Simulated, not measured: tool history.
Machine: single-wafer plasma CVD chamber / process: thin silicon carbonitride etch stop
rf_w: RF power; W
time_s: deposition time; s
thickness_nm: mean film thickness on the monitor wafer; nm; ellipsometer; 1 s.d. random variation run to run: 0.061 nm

{"run": 1, "hour": 0.0, "rf_w": 165, "time_s": 24.9, "thickness_nm": 14.144}
{"run": 2, "hour": 6.7, "rf_w": 155, "time_s": 24.9, "thickness_nm": 13.919}
{"run": 3, "hour": 12.8, "rf_w": 155, "time_s": 27.1, "thickness_nm": 15.189}
{"run": 4, "hour": 14.3, "rf_w": 150, "time_s": 25.4, "thickness_nm": 14.03}
{"run": 5, "hour": 17.6, "rf_w": 160, "time_s": 25.4, "thickness_nm": 14.255}
{"run": 6, "hour": 24.7, "rf_w": 155, "time_s": 24.0, "thickness_nm": 13.4}
{"run": 7, "hour": 26.6, "rf_w": 150, "time_s": 22.9, "thickness_nm": 12.712}
{"run": 8, "hour": 31.6, "rf_w": 145, "time_s": 22.0, "thickness_nm": 12.215}
{"run": 9, "hour": 39.8, "rf_w": 140, "time_s": 21.2, "thickness_nm": 11.619}
{"run": 10, "hour": 41.7, "rf_w": 135, "time_s": 20.7, "thickness_nm": 11.21}
{"run": 11, "hour": 50.3, "rf_w": 130, "time_s": 20.4, "thickness_nm": 11.097}

Run 12 is up next; what results do you expect?
{"run": 12, "hour": 52.6, "rf_w": 130, "time_s": 20.1, "thickness_nm": "?"}

{"run 12": {"thickness_nm": 10.786}}
